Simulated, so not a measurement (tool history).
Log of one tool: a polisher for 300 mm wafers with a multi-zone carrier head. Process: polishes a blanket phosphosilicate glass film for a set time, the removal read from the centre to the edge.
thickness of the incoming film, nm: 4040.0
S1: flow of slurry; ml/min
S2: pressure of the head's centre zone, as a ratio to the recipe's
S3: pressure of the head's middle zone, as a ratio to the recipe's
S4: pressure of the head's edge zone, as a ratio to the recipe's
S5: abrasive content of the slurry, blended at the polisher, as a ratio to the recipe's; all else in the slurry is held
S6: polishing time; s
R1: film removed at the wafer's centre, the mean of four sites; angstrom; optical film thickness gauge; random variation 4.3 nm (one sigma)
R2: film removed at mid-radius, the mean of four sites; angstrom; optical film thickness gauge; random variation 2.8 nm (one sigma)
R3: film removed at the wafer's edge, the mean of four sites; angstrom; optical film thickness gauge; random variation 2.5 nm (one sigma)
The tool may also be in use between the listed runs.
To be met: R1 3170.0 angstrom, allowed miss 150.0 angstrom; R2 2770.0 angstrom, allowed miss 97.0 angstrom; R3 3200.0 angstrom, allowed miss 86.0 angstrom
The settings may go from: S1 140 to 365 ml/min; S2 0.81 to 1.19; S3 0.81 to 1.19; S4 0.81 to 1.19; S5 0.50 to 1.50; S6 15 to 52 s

run	day	S1	S2	S3	S4	S5	S6	R1	R2	R3
1	0.000	235	1.00	1.00	1.00	1.00	33	2431.6	2559.1	2483.8
2	0.325	235	1.00	1.00	1.00	1.00	37	2793.0	2870.8	2776.6
3	0.600	245	1.02	0.97	1.05	1.00	37	2855.4	2850.5	2861.0
4	0.717	250	1.04	0.93	1.09	1.00	37	2888.7	2755.7	2911.0
5	0.767	250	1.04	0.97	1.09	1.00	37	2945.0	2849.1	2948.7
6	0.900	250	1.04	1.00	1.09	1.00	37	2954.1	2857.0	2896.3
7	0.962	255	1.05	0.96	1.12	1.00	37	2885.8	2824.1	3027.1
8	1.246	275	1.15	0.87	1.13	1.05	37	3416.6	2752.4	3020.5
9	1.588	275	1.13	0.87	1.15	1.05	37	3276.2	2743.5	3110.9

Which of these 4 next moves meets every target?
A	1.929	270	1.19	0.81	1.18	1.05	37	?	?	?
B	1.929	300	1.18	0.90	1.09	1.15	35	?	?	?
C	1.929	300	1.17	0.83	1.08	1.10	36	?	?	?
D	1.929	230	1.10	0.87	1.19	1.10	37	?	?	?

move	R1	R2	R3
A	3416.0	2638.7	3114.1
B	3339.2	2726.5	2935.1
C	3353.4	2661.6	2961.6
D	3155.8	2730.4	3142.0
A: brings the result that was furthest off to its target, and leaves another outside
B: further off than the last run
C: further off than the last run
D: meets every target
Answer: D
